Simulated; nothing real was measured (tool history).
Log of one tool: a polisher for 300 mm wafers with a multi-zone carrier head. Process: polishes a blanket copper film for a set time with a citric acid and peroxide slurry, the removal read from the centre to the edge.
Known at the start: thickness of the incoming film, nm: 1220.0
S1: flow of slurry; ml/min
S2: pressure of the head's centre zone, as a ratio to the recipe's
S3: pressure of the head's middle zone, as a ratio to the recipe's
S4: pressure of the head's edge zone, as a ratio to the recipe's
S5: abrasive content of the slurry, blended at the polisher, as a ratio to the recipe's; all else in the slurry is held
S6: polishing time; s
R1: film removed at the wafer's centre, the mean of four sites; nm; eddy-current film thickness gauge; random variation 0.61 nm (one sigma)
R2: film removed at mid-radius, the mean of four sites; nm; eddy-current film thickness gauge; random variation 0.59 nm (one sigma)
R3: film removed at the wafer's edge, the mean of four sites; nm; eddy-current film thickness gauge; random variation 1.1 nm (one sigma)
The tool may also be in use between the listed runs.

run,hour,S1,S2,S3,S4,S5,S6,R1,R2,R3
1,0.0,305,1.00,1.00,1.00,1.00,58,91.357,93.786,93.863
2,3.3,305,0.99,1.00,0.97,0.95,58,89.138,93.933,91.027
3,10.5,305,0.99,0.94,0.97,0.95,58,89.079,88.599,91.573
4,11.1,305,0.99,0.94,0.97,1.05,58,91.473,90.338,93.622
5,11.9,305,0.99,0.94,0.97,1.05,63,99.000,98.250,102.840
6,18.3,305,0.98,0.94,0.95,0.95,62,95.932,94.969,97.452
7,21.0,305,0.98,0.94,0.95,0.95,62,94.973,95.314,98.280
8,30.0,305,0.97,0.95,0.93,0.90,61,91.317,94.707,92.673

Forecast run 9:
9,35.9,300,0.96,0.94,0.91,0.85,61,?,?,?

Run 9 gave R1 90.601 nm, R2 93.155 nm, R3 92.717 nm.

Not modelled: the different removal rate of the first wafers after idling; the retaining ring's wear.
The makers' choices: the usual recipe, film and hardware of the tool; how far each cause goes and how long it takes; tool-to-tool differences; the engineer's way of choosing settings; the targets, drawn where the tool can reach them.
